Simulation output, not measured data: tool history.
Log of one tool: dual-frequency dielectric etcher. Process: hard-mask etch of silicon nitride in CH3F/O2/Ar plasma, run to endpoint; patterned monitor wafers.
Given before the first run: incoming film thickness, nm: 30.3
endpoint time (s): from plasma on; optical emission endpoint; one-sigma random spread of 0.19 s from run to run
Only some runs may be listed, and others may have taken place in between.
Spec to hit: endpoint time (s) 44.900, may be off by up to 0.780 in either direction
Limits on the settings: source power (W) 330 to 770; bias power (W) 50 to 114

run,hour,source power (W),bias power (W),endpoint time (s)
1,0.0,550,82,37.129
2,2.9,630,82,34.523
3,5.3,630,92,33.023
4,10.2,630,82,34.528
5,18.6,570,81,36.525
6,22.9,570,88,35.457
7,31.3,520,86,37.935
8,34.5,480,85,40.071
9,43.3,460,85,41.210
10,44.5,440,85,42.512
11,52.5,430,85,43.351
12,56.8,430,85,42.998
13,59.9,420,85,43.786

5 candidate next runs follow, results not yet known. Just one meets every target within its allowed miss. Identify it.
A,63.0,400,96,?
B,63.0,440,73,?
C,63.0,460,75,?
D,63.0,420,93,?
E,63.0,440,79,?

move,endpoint time (s)
A,43.251
B,45.222
C,43.349
D,42.268
E,43.766
A: lands further from the targets than the last run did
B: all results land within tolerance of their targets
C: lands further from the targets than the last run did
D: lands further from the targets than the last run did
E: roughly where the last run was
Answer: B
